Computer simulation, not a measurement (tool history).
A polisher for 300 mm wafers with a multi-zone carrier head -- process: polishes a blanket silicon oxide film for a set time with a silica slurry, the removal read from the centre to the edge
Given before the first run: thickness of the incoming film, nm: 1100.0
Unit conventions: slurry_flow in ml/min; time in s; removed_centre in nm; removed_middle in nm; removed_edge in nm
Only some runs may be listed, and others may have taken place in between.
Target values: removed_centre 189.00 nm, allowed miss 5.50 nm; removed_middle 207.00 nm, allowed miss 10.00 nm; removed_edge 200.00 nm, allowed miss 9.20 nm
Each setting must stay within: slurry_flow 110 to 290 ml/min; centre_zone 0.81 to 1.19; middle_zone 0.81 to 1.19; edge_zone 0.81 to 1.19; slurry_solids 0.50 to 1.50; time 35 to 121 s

| run | hour | slurry_flow | centre_zone | middle_zone | edge_zone | slurry_solids | time | removed_centre | removed_middle | removed_edge |
|---|---|---|---|---|---|---|---|---|---|---|
| 1 | 0.0 | 185 | 1.00 | 1.00 | 1.00 | 1.00 | 78 | 271.15 | 259.27 | 271.82 |
| 2 | 1.3 | 185 | 1.00 | 1.00 | 1.05 | 1.00 | 78 | 269.24 | 262.01 | 277.08 |
| 3 | 8.1 | 185 | 1.00 | 1.00 | 1.05 | 1.00 | 62 | 210.42 | 209.05 | 212.32 |
| 4 | 12.8 | 180 | 0.99 | 1.01 | 1.04 | 1.00 | 62 | 212.45 | 208.47 | 217.31 |
| 5 | 14.2 | 190 | 0.98 | 1.02 | 1.04 | 0.95 | 62 | 206.37 | 204.85 | 211.11 |
| 6 | 21.1 | 190 | 0.98 | 1.02 | 1.04 | 0.95 | 79 | 266.05 | 265.04 | 267.02 |
| 7 | 22.4 | 185 | 0.95 | 1.02 | 1.04 | 0.85 | 79 | 245.66 | 245.32 | 257.70 |
| 8 | 24.1 | 175 | 0.86 | 1.12 | 0.94 | 0.60 | 75 | 182.38 | 212.71 | 189.55 |
| 9 | 24.6 | 175 | 0.86 | 1.12 | 0.94 | 0.60 | 75 | 182.90 | 209.67 | 193.55 |
| 10 | 31.7 | 175 | 0.86 | 1.11 | 0.94 | 0.60 | 75 | 182.83 | 207.43 | 191.08 |
| 11 | 38.9 | 190 | 0.87 | 1.08 | 1.01 | 0.65 | 75 | 195.50 | 220.64 | 210.49 |

Pick the move, out of 4, that brings all results within their allowed miss; only one does.
| A | 46.1 | 110 | 0.94 | 1.05 | 1.01 | 0.85 | 73 | ? | ? | ? |
| B | 46.1 | 175 | 0.84 | 1.01 | 1.07 | 0.55 | 85 | ? | ? | ? |
| C | 46.1 | 260 | 0.89 | 1.09 | 1.05 | 0.70 | 66 | ? | ? | ? |
| D | 46.1 | 165 | 0.85 | 1.00 | 1.03 | 0.70 | 76 | ? | ? | ? |

| move | removed_centre | removed_middle | removed_edge |
|---|---|---|---|
| A | 199.21 | 210.78 | 216.18 |
| B | 192.45 | 206.70 | 219.33 |
| C | 187.63 | 207.03 | 201.01 |
| D | 196.10 | 207.84 | 218.85 |
A: gets the furthest-off result to its target, but another result is out of tolerance
B: gets the furthest-off result to its target, but another result is out of tolerance
C: every result lands within tolerance
D: gets the furthest-off result to its target, but another result is out of tolerance
Go with C: it meets all targets.

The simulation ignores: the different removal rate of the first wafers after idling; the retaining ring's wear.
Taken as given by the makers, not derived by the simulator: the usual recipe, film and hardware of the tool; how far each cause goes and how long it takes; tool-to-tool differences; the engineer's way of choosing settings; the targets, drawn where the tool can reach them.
